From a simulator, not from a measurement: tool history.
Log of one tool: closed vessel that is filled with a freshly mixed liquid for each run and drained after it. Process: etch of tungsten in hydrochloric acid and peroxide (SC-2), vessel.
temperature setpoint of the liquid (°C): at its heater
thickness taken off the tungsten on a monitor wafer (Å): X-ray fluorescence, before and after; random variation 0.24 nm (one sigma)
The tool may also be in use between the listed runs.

run  hour  temperature setpoint of the liquid (°C)  parts of water to one part each of 37 % hydrochloric acid and 30 % peroxide (parts by volume)  time in the liquid (s)  thickness taken off the tungsten on a monitor wafer (Å)
  1     0                                       46                                                                                           10.5                     105                                                   261.92
  2   1.9                                     46.5                                                                                           10.5                     105                                                    272.3
  3   2.9                                       47                                                                                           10.5                     105                                                   280.96
  4  11.7                                     47.5                                                                                           10.5                     105                                                   290.12
  5  20.1                                     47.5                                                                                             12                     105                                                   259.98
  6    29                                       48                                                                                             12                     105                                                   271.11
  7  36.1                                     48.5                                                                                             12                     105                                                    276.7

Run 8 comes next. What will it give?
  8  37.1                                       49                                                                                             12                     105                                                        ?

Run 8 gave thickness taken off the tungsten on a monitor wafer (Å) 289.12.
